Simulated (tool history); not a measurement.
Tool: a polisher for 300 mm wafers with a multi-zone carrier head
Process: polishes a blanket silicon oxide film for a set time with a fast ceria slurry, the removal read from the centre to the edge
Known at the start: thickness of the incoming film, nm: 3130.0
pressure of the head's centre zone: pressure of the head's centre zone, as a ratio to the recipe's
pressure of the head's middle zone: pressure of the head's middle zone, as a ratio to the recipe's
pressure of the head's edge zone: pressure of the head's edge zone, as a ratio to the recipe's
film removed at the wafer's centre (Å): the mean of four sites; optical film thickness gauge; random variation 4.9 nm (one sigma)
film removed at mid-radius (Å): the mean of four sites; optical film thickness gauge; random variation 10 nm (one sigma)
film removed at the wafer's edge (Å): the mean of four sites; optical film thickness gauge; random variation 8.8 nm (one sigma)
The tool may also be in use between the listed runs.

run  hour  flow of slurry (ml/min)  pressure of the head's centre zone  pressure of the head's middle zone  pressure of the head's edge zone  polishing time (s)  film removed at the wafer's centre (Å)  film removed at mid-radius (Å)  film removed at the wafer's edge (Å)
  1     0                      290                                   1                                   1                                 1                  47                                  8318.2                          8235.2                                8263.8
  2   8.5                      290                                   1                                   1                                 1                  54                                  9360.9                          9489.2                                9414.1
  3  12.3                      355                                   1                                   1                                 1                  54                                  9653.4                          9720.2                                9831.8
  4  17.6                      355                                   1                                   1                                 1                  48                                  8522.5                          8827.2                                8659.7
  5  22.5                      290                                   1                                   1                                 1                  48                                  8415.6                          8553.5                                8619.9
  6  25.6                      290                                   1                                   1                                 1                  53                                  9196.9                          9254.9                                9497.8
  7    33                      295                                0.97                                0.99                              0.97                  50                                  8469.5                          8726.2                                8894.2
  8  38.9                      290                                0.96                                   1                              0.96                  47                                  7876.9                          8307.2                                8492.1
  9  40.2                      335                                0.95                                1.04                              0.86                  36                                  6075.7                          6653.9                                6170.9
 10  43.9                      335                                0.95                                1.04                              0.89                  37                                  6143.8                          6938.1                                  6404
 11  52.5                      360                                   1                                1.01                              0.99                  39                                  6930.6                          7065.6                                  7144
 12  58.7                      360                                0.99                                1.02                              0.98                  39                                  6818.5                          7172.7                                7076.7

Run 13 comes next. What will it give?
 13  63.1                      360                                0.98                                1.03                              0.98                  39                                       ?                               ?                                     ?

film removed at the wafer's centre (Å): 6879.1
film removed at mid-radius (Å): 7189.5
film removed at the wafer's edge (Å): 7103.3
